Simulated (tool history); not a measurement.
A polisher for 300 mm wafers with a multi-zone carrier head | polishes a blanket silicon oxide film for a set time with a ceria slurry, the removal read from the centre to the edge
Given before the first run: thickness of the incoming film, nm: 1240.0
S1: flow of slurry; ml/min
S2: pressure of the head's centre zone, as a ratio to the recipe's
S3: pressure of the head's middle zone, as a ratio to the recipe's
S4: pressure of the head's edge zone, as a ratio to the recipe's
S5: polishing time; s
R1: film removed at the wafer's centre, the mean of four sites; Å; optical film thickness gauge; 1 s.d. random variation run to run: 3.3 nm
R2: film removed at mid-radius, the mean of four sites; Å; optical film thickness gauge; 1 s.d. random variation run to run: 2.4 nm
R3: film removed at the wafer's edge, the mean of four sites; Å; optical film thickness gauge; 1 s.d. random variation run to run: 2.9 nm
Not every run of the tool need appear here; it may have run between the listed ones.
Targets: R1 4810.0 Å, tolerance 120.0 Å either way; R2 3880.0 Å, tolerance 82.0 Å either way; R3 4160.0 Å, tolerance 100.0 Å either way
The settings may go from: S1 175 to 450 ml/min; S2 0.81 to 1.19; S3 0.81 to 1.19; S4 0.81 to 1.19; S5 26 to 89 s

{"run": 1, "hour": 0.0, "S1": 290, "S2": 1.0, "S3": 1.0, "S4": 1.0, "S5": 57, "R1": 3451.5, "R2": 3444.3, "R3": 3509.8}
{"run": 2, "hour": 4.3, "S1": 220, "S2": 1.0, "S3": 1.0, "S4": 1.0, "S5": 57, "R1": 3322.2, "R2": 3331.1, "R3": 3420.1}
{"run": 3, "hour": 7.1, "S1": 260, "S2": 1.05, "S3": 1.0, "S4": 1.03, "S5": 58, "R1": 3696.3, "R2": 3445.0, "R3": 3558.2}
{"run": 4, "hour": 7.8, "S1": 260, "S2": 1.05, "S3": 1.0, "S4": 1.03, "S5": 47, "R1": 2944.8, "R2": 2800.4, "R3": 2915.9}
{"run": 5, "hour": 12.7, "S1": 260, "S2": 1.01, "S3": 1.0, "S4": 1.03, "S5": 47, "R1": 2849.6, "R2": 2791.1, "R3": 2906.0}
{"run": 6, "hour": 17.6, "S1": 290, "S2": 1.05, "S3": 1.01, "S4": 1.07, "S5": 51, "R1": 3273.8, "R2": 3104.4, "R3": 3258.9}
{"run": 7, "hour": 25.0, "S1": 320, "S2": 1.09, "S3": 1.01, "S4": 1.09, "S5": 53, "R1": 3565.4, "R2": 3264.3, "R3": 3419.8}
{"run": 8, "hour": 30.3, "S1": 370, "S2": 1.19, "S3": 0.97, "S4": 1.12, "S5": 65, "R1": 4769.6, "R2": 3916.0, "R3": 4275.1}
{"run": 9, "hour": 31.5, "S1": 365, "S2": 1.19, "S3": 0.97, "S4": 1.1, "S5": 65, "R1": 4795.4, "R2": 3875.2, "R3": 4282.2}

Next run, 4 choices. One meets every target within its allowed miss, the rest don't. Which?
{"run": "A", "hour": 32.7, "S1": 420, "S2": 1.17, "S3": 1.01, "S4": 0.92, "S5": 65, "R1": "?", "R2": "?", "R3": "?"}
{"run": "B", "hour": 32.7, "S1": 325, "S2": 1.19, "S3": 0.99, "S4": 1.13, "S5": 68, "R1": "?", "R2": "?", "R3": "?"}
{"run": "C", "hour": 32.7, "S1": 435, "S2": 1.17, "S3": 0.94, "S4": 1.02, "S5": 65, "R1": "?", "R2": "?", "R3": "?"}
{"run": "D", "hour": 32.7, "S1": 405, "S2": 1.14, "S3": 1.0, "S4": 1.13, "S5": 62, "R1": "?", "R2": "?", "R3": "?"}

move=A R1=4777.2 R2=4086.7 R3=3974.5
move=B R1=4964.5 R2=4120.6 R3=4522.7
move=C R1=4788.2 R2=3881.5 R3=4185.9
move=D R1=4425.8 R2=3858.0 R3=4182.9
A: pushes the last run's worst result past its target
B: further off than the last run
C: every result within its allowed miss
D: the furthest-off result lands on target, but another misses its tolerance
Answer: C
